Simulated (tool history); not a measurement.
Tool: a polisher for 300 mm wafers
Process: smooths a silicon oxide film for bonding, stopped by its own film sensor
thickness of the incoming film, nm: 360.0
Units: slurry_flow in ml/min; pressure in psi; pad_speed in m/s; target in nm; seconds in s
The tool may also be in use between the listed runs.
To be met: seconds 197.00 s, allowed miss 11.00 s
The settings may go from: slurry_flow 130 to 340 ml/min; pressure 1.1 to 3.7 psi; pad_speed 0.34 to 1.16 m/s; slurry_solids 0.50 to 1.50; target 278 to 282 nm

run    day  slurry_flow  pressure  pad_speed  slurry_solids  target  seconds
  1  0.000          220       2.4       0.74           1.00     282   115.24
  2  0.325          240       2.4       0.74           1.00     282   112.34
  3  0.442          240       2.4       0.74           1.00     278   121.55
  4  0.654          240       2.6       0.74           1.00     278   111.95
  5  0.796          240       2.6       0.80           1.00     278   103.99
  6  0.958          240       2.5       0.80           1.00     278   108.72
  7  1.271          240       2.4       0.80           1.00     278   116.27
  8  1.500          240       2.3       0.80           1.00     278   116.77
  9  1.567          240       2.2       0.80           1.00     278   121.06
 10  1.788          240       2.1       0.80           1.00     278   129.49
 11  2.046          240       2.0       0.80           1.00     278   135.68
 12  2.308          240       1.9       0.80           1.00     278   143.86
 13  2.550          240       1.8       0.80           1.00     278   144.82
 14  2.746          240       1.7       0.80           1.00     278   157.96

Which of these 4 next moves meets every target?
  A  2.942          225       1.8       0.82           1.05     282        ?
  B  2.942          275       1.7       0.80           1.15     278        ?
  C  2.942          220       1.1       0.92           1.25     279        ?
  D  2.942          180       1.8       0.68           1.40     281        ?

move  seconds
   A   140.01
   B   149.16
   C   196.75
   D   150.13
A: further off than the last run
B: further off than the last run
C: meets every target
D: further off than the last run
Move C is the one to make.
